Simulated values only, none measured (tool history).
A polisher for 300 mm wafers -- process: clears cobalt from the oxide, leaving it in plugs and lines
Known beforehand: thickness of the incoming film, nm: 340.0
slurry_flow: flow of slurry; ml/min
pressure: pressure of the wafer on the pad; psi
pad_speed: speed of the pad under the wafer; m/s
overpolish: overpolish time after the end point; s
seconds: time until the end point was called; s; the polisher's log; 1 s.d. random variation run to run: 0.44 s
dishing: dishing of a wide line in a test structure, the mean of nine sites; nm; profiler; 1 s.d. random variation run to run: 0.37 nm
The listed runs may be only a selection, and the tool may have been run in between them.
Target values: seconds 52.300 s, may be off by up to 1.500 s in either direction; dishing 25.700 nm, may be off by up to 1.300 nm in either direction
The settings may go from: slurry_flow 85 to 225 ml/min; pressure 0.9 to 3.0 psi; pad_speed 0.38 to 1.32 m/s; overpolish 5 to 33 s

{"run": 1, "hour": 0.0, "slurry_flow": 145, "pressure": 1.9, "pad_speed": 0.84, "overpolish": 17, "seconds": 82.688, "dishing": 23.429}
{"run": 2, "hour": 1.7, "slurry_flow": 145, "pressure": 1.9, "pad_speed": 0.74, "overpolish": 17, "seconds": 89.609, "dishing": 23.063}
{"run": 3, "hour": 5.5, "slurry_flow": 155, "pressure": 2.2, "pad_speed": 0.74, "overpolish": 17, "seconds": 78.713, "dishing": 24.894}
{"run": 4, "hour": 7.5, "slurry_flow": 155, "pressure": 2.4, "pad_speed": 0.76, "overpolish": 14, "seconds": 73.084, "dishing": 23.722}
{"run": 5, "hour": 8.9, "slurry_flow": 160, "pressure": 2.6, "pad_speed": 0.78, "overpolish": 14, "seconds": 66.896, "dishing": 23.886}
{"run": 6, "hour": 16.0, "slurry_flow": 160, "pressure": 3.0, "pad_speed": 0.78, "overpolish": 14, "seconds": 59.788, "dishing": 24.664}
{"run": 7, "hour": 19.4, "slurry_flow": 170, "pressure": 3.0, "pad_speed": 0.8, "overpolish": 14, "seconds": 58.28, "dishing": 24.937}
{"run": 8, "hour": 22.5, "slurry_flow": 170, "pressure": 3.0, "pad_speed": 0.84, "overpolish": 14, "seconds": 55.453, "dishing": 24.881}
{"run": 9, "hour": 26.5, "slurry_flow": 170, "pressure": 3.0, "pad_speed": 0.86, "overpolish": 15, "seconds": 54.563, "dishing": 25.417}

Consider the 4 candidate settings below. Which is the only one whose results all fall within their allowed miss of target?
{"run": "A", "hour": 30.5, "slurry_flow": 140, "pressure": 2.9, "pad_speed": 0.92, "overpolish": 19, "seconds": "?", "dishing": "?"}
{"run": "B", "hour": 30.5, "slurry_flow": 175, "pressure": 3.0, "pad_speed": 1.0, "overpolish": 9, "seconds": "?", "dishing": "?"}
{"run": "C", "hour": 30.5, "slurry_flow": 185, "pressure": 2.9, "pad_speed": 0.94, "overpolish": 18, "seconds": "?", "dishing": "?"}
{"run": "D", "hour": 30.5, "slurry_flow": 160, "pressure": 2.9, "pad_speed": 0.82, "overpolish": 17, "seconds": "?", "dishing": "?"}

move=A seconds=55.751 dishing=25.607
move=B seconds=48.987 dishing=23.266
move=C seconds=52.262 dishing=25.620
move=D seconds=58.972 dishing=25.275
A: the biggest miss grows against the last run
B: carries the result that was furthest off beyond its target, to the other side
C: every result lands within tolerance
D: the biggest miss grows against the last run
The move that meets every target is C.

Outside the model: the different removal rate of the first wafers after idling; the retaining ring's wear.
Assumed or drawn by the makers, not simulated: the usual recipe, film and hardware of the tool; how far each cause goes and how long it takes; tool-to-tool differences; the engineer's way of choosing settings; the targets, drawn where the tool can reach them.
